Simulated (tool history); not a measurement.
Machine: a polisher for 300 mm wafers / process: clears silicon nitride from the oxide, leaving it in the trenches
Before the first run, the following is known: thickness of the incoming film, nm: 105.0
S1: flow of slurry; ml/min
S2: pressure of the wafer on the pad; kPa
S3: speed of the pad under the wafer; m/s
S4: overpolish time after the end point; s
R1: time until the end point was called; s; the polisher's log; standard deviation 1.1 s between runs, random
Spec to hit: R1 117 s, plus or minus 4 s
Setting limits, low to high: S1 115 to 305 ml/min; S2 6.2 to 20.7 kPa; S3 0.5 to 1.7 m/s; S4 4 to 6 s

run,day,S1,S2,S3,S4,R1
1,0,195,13.1,1.1,6,161.96
2,0.2,195,13.1,1.1,4,162.38
3,0.308,195,13.1,1.1,6,162.12
4,0.4,195,11,1.1,6,186.35
5,0.529,195,11.7,1.1,6,178.43
6,0.771,195,12.4,1.1,6,168.65
7,0.892,195,13.1,1.1,6,163.21
8,0.975,195,13.8,1.1,6,156.08
9,1.179,195,14.5,1.1,6,149.15
10,1.279,195,15.2,1.1,6,140.21
11,1.475,205,16.5,1.1,6,129.55
12,1.721,205,17.2,1.1,6,130.66

Which single option among these 4 for the next run brings every result within its allowed miss of target? Just one does.
A,1.967,245,16.5,1.32,6,?
B,1.967,205,17.2,1.08,6,?
C,1.967,210,19.3,1.08,6,?
D,1.967,255,16.5,1.14,6,?

move,R1
A,106.1
B,126.79
C,114.5
D,121.9
A: takes the biggest miss from the last run beyond its target
B: nearer than the last run, and not there yet
C: every result lands within tolerance
D: nearer than the last run, and not there yet
The move that meets every target is C.
